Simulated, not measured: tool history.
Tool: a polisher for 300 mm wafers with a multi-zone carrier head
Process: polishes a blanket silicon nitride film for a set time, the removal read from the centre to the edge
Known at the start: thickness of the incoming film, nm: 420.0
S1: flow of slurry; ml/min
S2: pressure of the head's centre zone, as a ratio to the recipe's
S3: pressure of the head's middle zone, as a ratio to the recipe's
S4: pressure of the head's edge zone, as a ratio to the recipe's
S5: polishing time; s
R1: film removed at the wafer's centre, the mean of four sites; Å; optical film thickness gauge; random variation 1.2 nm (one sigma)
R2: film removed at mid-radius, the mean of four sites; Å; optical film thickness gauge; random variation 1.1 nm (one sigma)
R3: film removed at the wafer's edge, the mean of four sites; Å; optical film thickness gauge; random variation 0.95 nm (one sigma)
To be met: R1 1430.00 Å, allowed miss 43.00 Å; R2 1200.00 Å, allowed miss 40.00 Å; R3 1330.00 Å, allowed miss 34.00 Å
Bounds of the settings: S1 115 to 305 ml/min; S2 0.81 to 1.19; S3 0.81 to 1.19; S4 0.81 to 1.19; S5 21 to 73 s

Run 1, hour 0.0: S1 195 ml/min, S2 1.00, S3 1.00, S4 1.00, S5 47 s. Result: R1 881.01 Å, R2 886.56 Å, R3 881.15 Å.
Run 2, hour 5.5: S1 155 ml/min, S2 1.00, S3 1.00, S4 1.00, S5 47 s. Result: R1 836.49 Å, R2 841.88 Å, R3 858.25 Å.
Run 3, hour 8.1: S1 165 ml/min, S2 1.02, S3 1.00, S4 1.02, S5 49 s. Result: R1 918.34 Å, R2 892.40 Å, R3 908.73 Å.
Run 4, hour 12.8: S1 165 ml/min, S2 1.02, S3 1.00, S4 1.02, S5 43 s. Result: R1 798.78 Å, R2 777.03 Å, R3 793.14 Å.
Run 5, hour 20.3: S1 170 ml/min, S2 1.03, S3 0.99, S4 1.04, S5 45 s. Result: R1 854.79 Å, R2 822.42 Å, R3 841.95 Å.
Run 6, hour 22.2: S1 200 ml/min, S2 1.03, S3 0.99, S4 1.04, S5 45 s. Result: R1 876.39 Å, R2 839.57 Å, R3 861.78 Å.
Run 7, hour 26.1: S1 205 ml/min, S2 1.04, S3 0.99, S4 1.06, S5 47 s. Result: R1 928.92 Å, R2 878.35 Å, R3 905.00 Å.
Run 8, hour 27.8: S1 210 ml/min, S2 1.05, S3 0.98, S4 1.07, S5 49 s. Result: R1 954.51 Å, R2 896.03 Å, R3 940.93 Å.
Run 9, hour 30.0: S1 210 ml/min, S2 1.05, S3 0.98, S4 1.07, S5 49 s. Result: R1 987.85 Å, R2 903.97 Å, R3 951.47 Å.
Run 10, hour 35.2: S1 215 ml/min, S2 1.06, S3 0.98, S4 1.08, S5 51 s. Result: R1 1042.00 Å, R2 941.61 Å, R3 1012.30 Å.
Run 11, hour 37.6: S1 220 ml/min, S2 1.07, S3 0.99, S4 1.09, S5 52 s. Result: R1 1056.00 Å, R2 969.84 Å, R3 1019.90 Å.
Run 12, hour 44.2: S1 225 ml/min, S2 1.08, S3 0.99, S4 1.10, S5 53 s. Result: R1 1090.00 Å, R2 995.95 Å, R3 1040.00 Å.
Run 13, hour 52.0: S1 230 ml/min, S2 1.09, S3 0.98, S4 1.11, S5 54 s. Result: R1 1122.30 Å, R2 1015.00 Å, R3 1067.60 Å.

5 next moves are on the table. One of them brings every result within its allowed miss. Which?
Run A, hour 59.8: S1 260 ml/min, S2 1.13, S3 0.94, S4 1.19, S5 61 s. Result: R1 ?, R2 ?, R3 ?.
Run B, hour 59.8: S1 255 ml/min, S2 1.19, S3 1.00, S4 1.09, S5 62 s. Result: R1 ?, R2 ?, R3 ?.
Run C, hour 59.8: S1 280 ml/min, S2 1.15, S3 1.00, S4 1.03, S5 69 s. Result: R1 ?, R2 ?, R3 ?.
Run D, hour 59.8: S1 180 ml/min, S2 1.12, S3 0.93, S4 1.08, S5 69 s. Result: R1 ?, R2 ?, R3 ?.
Run E, hour 59.8: S1 205 ml/min, S2 1.04, S3 1.03, S4 0.98, S5 67 s. Result: R1 ?, R2 ?, R3 ?.

move       R1       R2       R3
   A  1332.10  1104.90  1268.80
   B  1423.60  1177.90  1233.50
   C  1547.10  1323.80  1347.00
   D  1421.20  1185.80  1325.70
   E  1306.30  1272.70  1245.60
A: nearer than the last run, and not there yet
B: nearer than the last run, and not there yet
C: brings the result that was furthest off to its target, and leaves another outside
D: meets every target
E: nearer than the last run, and not there yet
The right move is D.

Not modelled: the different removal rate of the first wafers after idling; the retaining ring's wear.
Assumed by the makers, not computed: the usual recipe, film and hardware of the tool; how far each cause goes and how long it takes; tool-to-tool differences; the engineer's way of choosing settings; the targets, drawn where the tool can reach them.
